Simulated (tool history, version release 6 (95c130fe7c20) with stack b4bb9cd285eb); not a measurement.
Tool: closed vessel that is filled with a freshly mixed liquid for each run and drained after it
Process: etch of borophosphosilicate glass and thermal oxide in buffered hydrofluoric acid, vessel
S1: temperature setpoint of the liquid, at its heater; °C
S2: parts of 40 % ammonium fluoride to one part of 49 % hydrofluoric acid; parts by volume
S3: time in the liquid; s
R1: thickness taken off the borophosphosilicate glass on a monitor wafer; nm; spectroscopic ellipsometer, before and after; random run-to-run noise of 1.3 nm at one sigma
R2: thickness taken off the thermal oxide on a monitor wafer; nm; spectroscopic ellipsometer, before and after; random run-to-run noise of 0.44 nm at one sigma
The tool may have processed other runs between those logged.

run  hour    S1    S2   S3      R1       R2
  1   0.0  25.0  11.5   60  121.11   62.978
  2   4.8  27.0  11.5   60  133.56   69.395
  3  11.9  27.0  11.5   80  178.52   93.394
  4  13.6  27.0  11.5  100  223.44  117.020
  5  19.1  26.0  11.5  100  211.35  110.100
  6  23.1  25.5  11.5  100  205.39  107.090
  7  27.4  25.0  11.5  100  195.91  103.290
  8  34.5  24.5  11.5  100  191.88  101.400
  9  39.1  24.0  11.5  100  189.29   99.019
 10  42.5  23.5  11.5  100  184.62   97.161

Estimate the outcome of run 11 from the log above:
 11  44.8  23.5  11.5  100   ?   ?

{"run 11": {"R1": 182.18, "R2": 96.197}}
